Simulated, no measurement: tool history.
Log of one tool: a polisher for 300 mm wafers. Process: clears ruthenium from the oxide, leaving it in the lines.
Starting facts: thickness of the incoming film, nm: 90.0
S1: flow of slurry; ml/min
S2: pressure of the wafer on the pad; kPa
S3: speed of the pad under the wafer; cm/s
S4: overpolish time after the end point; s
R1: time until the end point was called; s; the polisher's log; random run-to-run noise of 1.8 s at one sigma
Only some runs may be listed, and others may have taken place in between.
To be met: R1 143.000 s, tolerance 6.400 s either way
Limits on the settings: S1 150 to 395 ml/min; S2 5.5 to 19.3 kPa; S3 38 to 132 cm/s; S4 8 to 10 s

run	hour	S1	S2	S3	S4	R1
1	0.0	250	12.4	84	10	109.480
2	7.8	210	12.4	84	10	105.090
3	9.7	210	14.5	84	10	93.113
4	12.1	210	13.1	84	10	101.190
5	14.1	210	13.1	84	10	103.490
6	17.4	210	15.9	84	10	85.228
7	22.6	210	12.4	80	10	109.730
8	24.5	210	11.7	80	10	119.870
9	28.9	210	11.7	80	10	116.790
10	37.0	210	11.0	80	10	127.890
11	44.6	210	10.3	80	10	134.340

Pick the move, out of 4, that brings all results within their allowed miss; only one does.
A	52.2	275	12.4	70	10	?
B	52.2	225	10.3	82	10	?
C	52.2	160	11.7	66	10	?
D	52.2	150	11.0	80	8	?

move	R1
A	123.800
B	130.880
C	143.390
D	129.770
A: further off than the last run
B: further off than the last run
C: every result within its allowed miss
D: further off than the last run
The right move is C.
